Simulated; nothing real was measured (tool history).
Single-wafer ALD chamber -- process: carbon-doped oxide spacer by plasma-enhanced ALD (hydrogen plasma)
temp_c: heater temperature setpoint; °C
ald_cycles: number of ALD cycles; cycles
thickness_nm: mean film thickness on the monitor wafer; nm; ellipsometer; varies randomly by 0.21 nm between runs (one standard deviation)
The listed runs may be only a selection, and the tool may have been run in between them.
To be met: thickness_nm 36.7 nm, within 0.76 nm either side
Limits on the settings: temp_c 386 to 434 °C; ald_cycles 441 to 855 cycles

run,hour,temp_c,ald_cycles,thickness_nm
1,0,410,648,32.242
2,3.6,410,570,28.42
3,12.9,410,535,26.958
4,22.2,403,535,27.477
5,24,413,535,26.447
6,33.6,411,551,27.37
7,38.9,409,566,28.479
8,43,407,578,29.27
9,46.9,405,588,29.864
10,52.3,404,598,30.575
11,55.4,403,606,31.212

Which of these 4 next moves meets every target?
A,58.5,398,676,?
B,58.5,416,709,?
C,58.5,400,708,?
D,58.5,411,693,?

move,thickness_nm
A,35.086
B,35.056
C,36.706
D,34.785
A: moves toward the targets from the last run without getting all of them in spec
B: moves toward the targets from the last run without getting all of them in spec
C: in spec on every target
D: moves toward the targets from the last run without getting all of them in spec
Go with C: it meets all targets.
